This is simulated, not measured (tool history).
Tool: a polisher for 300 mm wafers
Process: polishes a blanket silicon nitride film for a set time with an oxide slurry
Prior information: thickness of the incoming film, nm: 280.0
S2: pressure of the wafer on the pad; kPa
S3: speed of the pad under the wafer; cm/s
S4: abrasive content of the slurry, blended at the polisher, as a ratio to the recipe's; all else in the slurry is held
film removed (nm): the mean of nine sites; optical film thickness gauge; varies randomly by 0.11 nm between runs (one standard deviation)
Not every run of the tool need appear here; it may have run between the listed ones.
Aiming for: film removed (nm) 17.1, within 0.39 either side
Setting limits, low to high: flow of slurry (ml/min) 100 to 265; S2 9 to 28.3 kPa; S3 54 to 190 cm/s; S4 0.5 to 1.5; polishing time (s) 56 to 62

{"run": 1, "day": 0.0, "flow of slurry (ml/min)": 170, "S2": 18.6, "S3": 122, "S4": 1, "polishing time (s)": 62, "film removed (nm)": 28.796}
{"run": 2, "day": 0.042, "flow of slurry (ml/min)": 160, "S2": 16.5, "S3": 122, "S4": 1, "polishing time (s)": 62, "film removed (nm)": 25.013}
{"run": 3, "day": 0.125, "flow of slurry (ml/min)": 160, "S2": 20.7, "S3": 122, "S4": 1, "polishing time (s)": 62, "film removed (nm)": 31.78}
{"run": 4, "day": 0.217, "flow of slurry (ml/min)": 160, "S2": 20.7, "S3": 110, "S4": 1, "polishing time (s)": 62, "film removed (nm)": 29.811}
{"run": 5, "day": 0.371, "flow of slurry (ml/min)": 150, "S2": 18.6, "S3": 110, "S4": 1, "polishing time (s)": 62, "film removed (nm)": 26.225}
{"run": 6, "day": 0.646, "flow of slurry (ml/min)": 150, "S2": 18.6, "S3": 110, "S4": 1, "polishing time (s)": 56, "film removed (nm)": 23.65}
{"run": 7, "day": 0.95, "flow of slurry (ml/min)": 150, "S2": 18.6, "S3": 110, "S4": 1, "polishing time (s)": 56, "film removed (nm)": 23.849}
{"run": 8, "day": 1.004, "flow of slurry (ml/min)": 140, "S2": 17.2, "S3": 110, "S4": 1, "polishing time (s)": 56, "film removed (nm)": 21.826}
{"run": 9, "day": 1.35, "flow of slurry (ml/min)": 115, "S2": 12.4, "S3": 110, "S4": 1, "polishing time (s)": 56, "film removed (nm)": 15.145}
{"run": 10, "day": 1.417, "flow of slurry (ml/min)": 130, "S2": 12.4, "S3": 110, "S4": 1, "polishing time (s)": 56, "film removed (nm)": 15.672}
{"run": 11, "day": 1.454, "flow of slurry (ml/min)": 140, "S2": 12.4, "S3": 110, "S4": 1, "polishing time (s)": 56, "film removed (nm)": 15.873}
{"run": 12, "day": 1.662, "flow of slurry (ml/min)": 185, "S2": 13.1, "S3": 110, "S4": 1, "polishing time (s)": 56, "film removed (nm)": 17.605}

Pick the move, out of 4, that brings all results within their allowed miss; only one does.
{"run": "A", "day": 1.871, "flow of slurry (ml/min)": 185, "S2": 13.1, "S3": 106, "S4": 0.85, "polishing time (s)": 60, "film removed (nm)": "?"}
{"run": "B", "day": 1.871, "flow of slurry (ml/min)": 160, "S2": 13.1, "S3": 110, "S4": 0.9, "polishing time (s)": 61, "film removed (nm)": "?"}
{"run": "C", "day": 1.871, "flow of slurry (ml/min)": 215, "S2": 15.9, "S3": 80, "S4": 0.9, "polishing time (s)": 59, "film removed (nm)": "?"}
{"run": "D", "day": 1.871, "flow of slurry (ml/min)": 180, "S2": 13.8, "S3": 102, "S4": 0.95, "polishing time (s)": 59, "film removed (nm)": "?"}

move=A film_removed_(nm)=17.175
move=B film_removed_(nm)=17.881
move=C film_removed_(nm)=18.18
move=D film_removed_(nm)=18.172
A: in spec on every target
B: moves away from the targets compared with the last run
C: moves away from the targets compared with the last run
D: moves away from the targets compared with the last run
A is the move that brings every result within its allowed miss.

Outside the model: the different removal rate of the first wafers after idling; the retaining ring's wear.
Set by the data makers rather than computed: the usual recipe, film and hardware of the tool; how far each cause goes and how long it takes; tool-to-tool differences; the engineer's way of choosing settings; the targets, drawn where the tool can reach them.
